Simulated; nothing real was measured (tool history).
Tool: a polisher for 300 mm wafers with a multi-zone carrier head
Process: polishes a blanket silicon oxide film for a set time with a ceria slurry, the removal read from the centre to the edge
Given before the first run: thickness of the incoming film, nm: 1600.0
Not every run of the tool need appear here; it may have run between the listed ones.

| run | hour | flow of slurry (ml/min) | pressure of the head's centre zone | pressure of the head's middle zone | pressure of the head's edge zone | polishing time (s) | film removed at the wafer's centre (angstrom) | film removed at mid-radius (angstrom) | film removed at the wafer's edge (angstrom) |
|---|---|---|---|---|---|---|---|---|---|
| 1 | 0.0 | 175 | 1.00 | 1.00 | 1.00 | 66 | 5734.9 | 5758.8 | 5581.7 |
| 2 | 1.3 | 175 | 1.00 | 1.00 | 1.06 | 66 | 5761.2 | 5735.9 | 5806.7 |
| 3 | 7.2 | 175 | 1.00 | 1.05 | 1.06 | 66 | 5853.5 | 5921.4 | 5793.9 |
| 4 | 9.4 | 145 | 1.00 | 1.05 | 1.06 | 66 | 5607.3 | 5834.7 | 5682.6 |
| 5 | 15.5 | 140 | 0.96 | 1.01 | 1.01 | 63 | 5128.0 | 5360.7 | 5240.3 |
| 6 | 20.3 | 135 | 0.92 | 0.99 | 0.98 | 61 | 4687.8 | 5081.6 | 4996.7 |
| 7 | 25.0 | 130 | 0.90 | 0.98 | 0.95 | 60 | 4468.8 | 4793.9 | 4898.0 |
| 8 | 28.4 | 125 | 0.89 | 1.00 | 0.92 | 59 | 4315.5 | 4868.0 | 4648.9 |
| 9 | 33.9 | 120 | 0.88 | 0.99 | 0.91 | 59 | 4151.2 | 4856.1 | 4658.8 |

Run 10 is up next; what results do you expect?
| 10 | 37.3 | 120 | 0.89 | 0.98 | 0.90 | 59 | ? | ? | ? |

film removed at the wafer's centre (angstrom): 4230.3
film removed at mid-radius (angstrom): 4883.1
film removed at the wafer's edge (angstrom): 4603.5
